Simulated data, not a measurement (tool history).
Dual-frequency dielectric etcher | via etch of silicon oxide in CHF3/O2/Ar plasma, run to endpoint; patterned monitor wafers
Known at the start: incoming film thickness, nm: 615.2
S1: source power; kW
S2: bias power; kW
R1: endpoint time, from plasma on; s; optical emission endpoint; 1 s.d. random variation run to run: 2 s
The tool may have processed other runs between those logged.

run  hour    S1     S2      R1
  1     0  0.57  0.155  323.66
  2   7.6  0.59  0.157  314.11
  3  14.6  0.61  0.158  310.37
  4  19.1  0.61  0.138  328.31
  5  21.3  0.63  0.141  320.35
  6  27.5  0.65  0.143  312.68
  7  29.3  0.66  0.144   309.5
  8  36.1  0.67  0.145  306.73

Run 9, settings as shown, results not yet in. Your forecast:
  9  36.7  0.68  0.146   ?

R1: 303.52 s

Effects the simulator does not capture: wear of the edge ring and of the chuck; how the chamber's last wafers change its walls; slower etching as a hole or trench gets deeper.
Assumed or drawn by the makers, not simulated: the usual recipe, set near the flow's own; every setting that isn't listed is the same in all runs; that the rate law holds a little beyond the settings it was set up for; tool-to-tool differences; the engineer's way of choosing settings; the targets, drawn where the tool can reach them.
